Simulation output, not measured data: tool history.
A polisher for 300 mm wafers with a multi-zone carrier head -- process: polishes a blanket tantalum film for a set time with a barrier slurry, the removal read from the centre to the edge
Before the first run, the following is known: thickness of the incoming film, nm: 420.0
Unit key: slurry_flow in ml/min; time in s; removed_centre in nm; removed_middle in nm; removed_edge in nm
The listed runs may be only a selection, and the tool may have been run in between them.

run	day	slurry_flow	centre_zone	middle_zone	edge_zone	slurry_solids	time	removed_centre	removed_middle	removed_edge
1	0.000	175	1.00	1.00	1.00	1.00	56	52.630	53.582	52.999
2	0.258	175	1.00	1.00	1.00	0.80	56	46.801	48.511	47.225
3	0.617	185	1.02	1.02	1.02	0.85	56	52.072	51.782	49.433
4	0.688	185	1.02	1.02	1.02	1.05	56	54.882	56.500	54.754
5	0.938	190	1.03	1.03	1.03	1.05	56	57.381	57.812	55.288
6	1.221	190	1.03	0.97	1.03	1.05	56	56.232	53.918	54.858
7	1.317	195	1.04	0.98	1.03	1.05	56	57.038	55.069	55.687

Predict the results of run 8:
8	1.600	200	1.05	0.99	1.03	1.05	56	?	?	?

removed_centre: 58.756 nm
removed_middle: 55.502 nm
removed_edge: 55.398 nm
